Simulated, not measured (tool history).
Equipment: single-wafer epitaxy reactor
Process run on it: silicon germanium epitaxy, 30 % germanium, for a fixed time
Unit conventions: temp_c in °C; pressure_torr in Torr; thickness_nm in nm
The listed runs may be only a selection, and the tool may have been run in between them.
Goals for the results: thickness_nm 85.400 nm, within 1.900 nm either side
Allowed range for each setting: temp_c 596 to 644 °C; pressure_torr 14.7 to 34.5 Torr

Run 1, hour 0.0: temp_c 620 °C, pressure_torr 24.6 Torr. Result: thickness_nm 97.879 nm.
Run 2, hour 0.8: temp_c 626 °C, pressure_torr 24.6 Torr. Result: thickness_nm 108.160 nm.
Run 3, hour 4.1: temp_c 631 °C, pressure_torr 24.6 Torr. Result: thickness_nm 118.040 nm.
Run 4, hour 9.8: temp_c 631 °C, pressure_torr 23.0 Torr. Result: thickness_nm 115.140 nm.
Run 5, hour 15.2: temp_c 631 °C, pressure_torr 19.9 Torr. Result: thickness_nm 109.390 nm.
Run 6, hour 15.9: temp_c 622 °C, pressure_torr 19.9 Torr. Result: thickness_nm 93.896 nm.
Run 7, hour 18.7: temp_c 620 °C, pressure_torr 19.8 Torr. Result: thickness_nm 91.060 nm.
Run 8, hour 26.8: temp_c 619 °C, pressure_torr 19.8 Torr. Result: thickness_nm 89.641 nm.
Run 9, hour 33.5: temp_c 618 °C, pressure_torr 19.8 Torr. Result: thickness_nm 88.193 nm.

Next run, 4 choices. One meets every target within its allowed miss, the rest don't. Which?
Run A, hour 40.2: temp_c 615 °C, pressure_torr 20.8 Torr. Result: thickness_nm ?.
Run B, hour 40.2: temp_c 621 °C, pressure_torr 20.8 Torr. Result: thickness_nm ?.
Run C, hour 40.2: temp_c 620 °C, pressure_torr 18.3 Torr. Result: thickness_nm ?.
Run D, hour 40.2: temp_c 621 °C, pressure_torr 18.3 Torr. Result: thickness_nm ?.

move  thickness_nm
   A        85.007
   B        93.961
   C        88.737
   D        90.223
A: in spec on every target
B: lands further from the targets than the last run did
C: lands further from the targets than the last run did
D: lands further from the targets than the last run did
The move that meets every target is A.

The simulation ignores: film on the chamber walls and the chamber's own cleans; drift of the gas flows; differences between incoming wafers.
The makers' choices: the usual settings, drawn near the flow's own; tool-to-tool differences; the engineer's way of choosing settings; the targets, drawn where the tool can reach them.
